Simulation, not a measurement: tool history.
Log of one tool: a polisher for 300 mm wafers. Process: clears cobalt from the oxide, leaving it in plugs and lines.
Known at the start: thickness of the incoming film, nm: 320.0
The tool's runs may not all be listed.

run	hour	flow of slurry (ml/min)	pressure of the wafer on the pad (kPa)	speed of the pad under the wafer (m/s)	overpolish time after the end point (s)	time until the end point was called (s)	dishing of a wide line in a test structure (angstrom)
1	0.0	235	9.0	1.00	24	101.330	366.86
2	7.3	235	9.0	1.00	28	102.170	392.23
3	10.1	230	9.7	1.00	23	94.691	370.90
4	13.7	245	9.7	1.02	19	92.493	336.70
5	16.3	275	9.7	1.06	16	91.917	314.01
6	19.9	295	9.7	1.10	14	83.540	285.59
7	28.1	360	7.6	1.36	7	88.421	176.80

The next listed run, before its measurement:
8	35.8	360	8.3	1.38	7	?	?

time until the end point was called (s): 79.420
dishing of a wide line in a test structure (angstrom): 190.64
